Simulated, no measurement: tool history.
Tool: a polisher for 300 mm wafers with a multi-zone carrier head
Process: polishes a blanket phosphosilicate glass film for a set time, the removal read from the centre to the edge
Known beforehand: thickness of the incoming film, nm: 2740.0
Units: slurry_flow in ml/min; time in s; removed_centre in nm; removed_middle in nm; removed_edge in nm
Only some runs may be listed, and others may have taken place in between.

run 1 hour=0 | slurry_flow=295 centre_zone=1 middle_zone=1 edge_zone=1 slurry_solids=1 time=48 | removed_centre=509.3 removed_middle=504.38 removed_edge=513.33
run 2 hour=7.1 | slurry_flow=295 centre_zone=1 middle_zone=1 edge_zone=1 slurry_solids=1.15 time=48 | removed_centre=561.3 removed_middle=552.38 removed_edge=544.02
run 3 hour=13.9 | slurry_flow=295 centre_zone=1 middle_zone=1 edge_zone=1 slurry_solids=1.15 time=39 | removed_centre=465.72 removed_middle=449.58 removed_edge=447.93
run 4 hour=17.8 | slurry_flow=295 centre_zone=1 middle_zone=0.95 edge_zone=1 slurry_solids=1.15 time=39 | removed_centre=464.84 removed_middle=422.72 removed_edge=453.41
run 5 hour=24.8 | slurry_flow=295 centre_zone=1 middle_zone=0.95 edge_zone=1 slurry_solids=1.25 time=39 | removed_centre=475.13 removed_middle=450.11 removed_edge=467.73
run 6 hour=25.4 | slurry_flow=295 centre_zone=0.99 middle_zone=0.94 edge_zone=1.02 slurry_solids=1.3 time=42 | removed_centre=516.31 removed_middle=482.71 removed_edge=513.4
run 7 hour=30.9 | slurry_flow=290 centre_zone=0.97 middle_zone=0.94 edge_zone=1.04 slurry_solids=1.35 time=45 | removed_centre=547.16 removed_middle=525.92 removed_edge=565.15
run 8 hour=33.7 | slurry_flow=290 centre_zone=0.96 middle_zone=0.94 edge_zone=1.06 slurry_solids=1.4 time=47 | removed_centre=588.45 removed_middle=567.94 removed_edge=621.64

Predict the results of run 9:
run 9 hour=34.7 | slurry_flow=290 centre_zone=0.95 middle_zone=0.95 edge_zone=1.08 slurry_solids=1.4 time=48 | removed_centre=? removed_middle=? removed_edge=?

{"run 9": {"removed_centre": 585.02, "removed_middle": 580.56, "removed_edge": 643.16}}
